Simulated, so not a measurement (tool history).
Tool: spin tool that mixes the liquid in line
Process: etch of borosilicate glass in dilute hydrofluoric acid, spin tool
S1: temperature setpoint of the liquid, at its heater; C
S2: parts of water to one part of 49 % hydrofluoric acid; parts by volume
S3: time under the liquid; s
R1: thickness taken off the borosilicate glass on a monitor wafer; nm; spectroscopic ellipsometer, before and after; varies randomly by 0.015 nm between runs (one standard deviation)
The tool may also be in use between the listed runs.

Run 1, hour 0.0: S1 23.0 C, S2 240 parts by volume, S3 15 s. Result: R1 1.9097 nm.
Run 2, hour 1.1: S1 23.0 C, S2 190 parts by volume, S3 15 s. Result: R1 2.5373 nm.
Run 3, hour 6.1: S1 23.0 C, S2 145 parts by volume, S3 15 s. Result: R1 3.5015 nm.
Run 4, hour 12.2: S1 22.0 C, S2 145 parts by volume, S3 15 s. Result: R1 3.3572 nm.
Run 5, hour 19.8: S1 22.0 C, S2 210 parts by volume, S3 15 s. Result: R1 2.1639 nm.
Run 6, hour 28.5: S1 23.0 C, S2 210 parts by volume, S3 15 s. Result: R1 2.2783 nm.
Run 7, hour 36.4: S1 24.0 C, S2 210 parts by volume, S3 15 s. Result: R1 2.3311 nm.

Run 8, settings as shown, results not yet in. Your forecast:
Run 8, hour 45.0: S1 25.5 C, S2 210 parts by volume, S3 15 s. Result: R1 ?.

R1: 2.4762 nm
